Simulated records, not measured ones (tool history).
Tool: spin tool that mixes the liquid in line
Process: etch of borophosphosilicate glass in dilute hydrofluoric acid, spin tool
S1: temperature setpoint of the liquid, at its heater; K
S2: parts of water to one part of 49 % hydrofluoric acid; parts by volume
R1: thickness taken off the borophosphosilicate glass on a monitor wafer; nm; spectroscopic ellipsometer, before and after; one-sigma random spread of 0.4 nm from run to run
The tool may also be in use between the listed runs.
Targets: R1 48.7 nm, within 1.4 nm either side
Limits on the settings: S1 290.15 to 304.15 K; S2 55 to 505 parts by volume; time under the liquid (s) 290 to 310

{"run": 1, "hour": 0.0, "S1": 296.15, "S2": 280, "time under the liquid (s)": 290, "R1": 30.025}
{"run": 2, "hour": 6.0, "S1": 297.65, "S2": 270, "time under the liquid (s)": 290, "R1": 33.453}
{"run": 3, "hour": 14.7, "S1": 298.65, "S2": 265, "time under the liquid (s)": 290, "R1": 35.554}
{"run": 4, "hour": 21.4, "S1": 301.65, "S2": 265, "time under the liquid (s)": 290, "R1": 39.495}
{"run": 5, "hour": 23.7, "S1": 302.15, "S2": 260, "time under the liquid (s)": 290, "R1": 40.834}
{"run": 6, "hour": 25.7, "S1": 302.15, "S2": 325, "time under the liquid (s)": 290, "R1": 29.877}
{"run": 7, "hour": 30.5, "S1": 302.65, "S2": 310, "time under the liquid (s)": 290, "R1": 32.786}
{"run": 8, "hour": 33.2, "S1": 304.15, "S2": 220, "time under the liquid (s)": 290, "R1": 54.431}

Which of these 4 next moves meets every target?
{"run": "A", "hour": 35.9, "S1": 301.15, "S2": 235, "time under the liquid (s)": 310, "R1": "?"}
{"run": "B", "hour": 35.9, "S1": 304.15, "S2": 215, "time under the liquid (s)": 295, "R1": "?"}
{"run": "C", "hour": 35.9, "S1": 304.15, "S2": 255, "time under the liquid (s)": 290, "R1": "?"}
{"run": "D", "hour": 35.9, "S1": 304.15, "S2": 205, "time under the liquid (s)": 310, "R1": "?"}

move=A R1=47.425
move=B R1=55.95
move=C R1=44.196
move=D R1=62.431
A: hits every target within its allowed miss
B: moves away from the targets compared with the last run
C: the result that was furthest off in the last run now lies on the other side of its target
D: moves away from the targets compared with the last run
Answer: A
